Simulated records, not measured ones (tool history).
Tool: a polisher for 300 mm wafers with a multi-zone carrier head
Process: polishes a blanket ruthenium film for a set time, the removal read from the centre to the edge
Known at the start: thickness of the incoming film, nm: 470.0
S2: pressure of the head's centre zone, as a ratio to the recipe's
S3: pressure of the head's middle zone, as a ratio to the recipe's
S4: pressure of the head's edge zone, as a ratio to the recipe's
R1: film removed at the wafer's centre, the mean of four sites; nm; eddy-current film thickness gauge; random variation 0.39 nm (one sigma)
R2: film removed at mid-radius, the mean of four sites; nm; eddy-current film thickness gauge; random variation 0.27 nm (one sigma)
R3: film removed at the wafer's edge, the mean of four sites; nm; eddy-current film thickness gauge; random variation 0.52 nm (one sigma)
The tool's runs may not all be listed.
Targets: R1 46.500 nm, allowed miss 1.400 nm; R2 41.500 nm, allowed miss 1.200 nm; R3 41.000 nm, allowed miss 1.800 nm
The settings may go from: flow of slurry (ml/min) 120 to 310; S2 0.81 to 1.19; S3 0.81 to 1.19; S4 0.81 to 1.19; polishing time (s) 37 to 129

Run 1, hour 0.0: flow of slurry (ml/min) 200, S2 1.00, S3 1.00, S4 1.00, polishing time (s) 83. Result: R1 64.493 nm, R2 71.394 nm, R3 71.569 nm.
Run 2, hour 2.8: flow of slurry (ml/min) 200, S2 1.07, S3 1.00, S4 1.00, polishing time (s) 83. Result: R1 67.971 nm, R2 72.717 nm, R3 71.158 nm.
Run 3, hour 9.7: flow of slurry (ml/min) 200, S2 1.07, S3 0.92, S4 1.00, polishing time (s) 83. Result: R1 67.868 nm, R2 68.031 nm, R3 72.004 nm.
Run 4, hour 14.1: flow of slurry (ml/min) 200, S2 1.07, S3 0.89, S4 1.00, polishing time (s) 83. Result: R1 68.212 nm, R2 65.202 nm, R3 71.196 nm.
Run 5, hour 22.0: flow of slurry (ml/min) 200, S2 1.07, S3 0.85, S4 1.00, polishing time (s) 83. Result: R1 69.540 nm, R2 62.693 nm, R3 70.576 nm.
At hour 28.2: centre zone pressure recalibrated.
Run 6, hour 28.2: flow of slurry (ml/min) 200, S2 1.07, S3 0.81, S4 1.00, polishing time (s) 83. Result: R1 77.003 nm, R2 60.329 nm, R3 69.475 nm.
Run 7, hour 34.2: flow of slurry (ml/min) 200, S2 1.06, S3 0.83, S4 0.94, polishing time (s) 71. Result: R1 65.325 nm, R2 52.857 nm, R3 59.415 nm.
Run 8, hour 42.6: flow of slurry (ml/min) 200, S2 1.05, S3 0.87, S4 0.90, polishing time (s) 62. Result: R1 56.217 nm, R2 48.083 nm, R3 49.606 nm.
Run 9, hour 50.4: flow of slurry (ml/min) 190, S2 1.01, S3 0.87, S4 0.88, polishing time (s) 59. Result: R1 51.430 nm, R2 45.197 nm, R3 47.945 nm.
Run 10, hour 57.9: flow of slurry (ml/min) 185, S2 1.01, S3 0.88, S4 0.86, polishing time (s) 56. Result: R1 48.290 nm, R2 43.038 nm, R3 44.412 nm.
Run 11, hour 63.5: flow of slurry (ml/min) 180, S2 1.02, S3 0.89, S4 0.84, polishing time (s) 55. Result: R1 47.460 nm, R2 42.442 nm, R3 43.136 nm.
Run 12, hour 67.4: flow of slurry (ml/min) 180, S2 1.03, S3 0.89, S4 0.83, polishing time (s) 55. Result: R1 48.210 nm, R2 42.810 nm, R3 42.890 nm.
Run 13, hour 72.7: flow of slurry (ml/min) 175, S2 1.03, S3 0.89, S4 0.82, polishing time (s) 55. Result: R1 48.418 nm, R2 42.227 nm, R3 42.031 nm.
Run 14, hour 75.8: flow of slurry (ml/min) 170, S2 1.03, S3 0.89, S4 0.82, polishing time (s) 55. Result: R1 48.713 nm, R2 42.576 nm, R3 42.612 nm.

Which of these 4 next moves meets every target?
Run A, hour 78.9: flow of slurry (ml/min) 215, S2 1.01, S3 0.88, S4 0.81, polishing time (s) 53. Result: R1 ?, R2 ?, R3 ?.
Run B, hour 78.9: flow of slurry (ml/min) 165, S2 1.05, S3 0.82, S4 0.84, polishing time (s) 57. Result: R1 ?, R2 ?, R3 ?.
Run C, hour 78.9: flow of slurry (ml/min) 185, S2 1.00, S3 0.92, S4 0.81, polishing time (s) 55. Result: R1 ?, R2 ?, R3 ?.
Run D, hour 78.9: flow of slurry (ml/min) 165, S2 1.14, S3 0.90, S4 0.81, polishing time (s) 53. Result: R1 ?, R2 ?, R3 ?.

move      R1      R2      R3
   A  47.688  42.165  41.935
   B  51.584  41.538  44.879
   C  48.125  44.669  42.973
   D  52.135  41.681  41.024
A: meets every target
B: further off than the last run
C: further off than the last run
D: further off than the last run
Answer: A
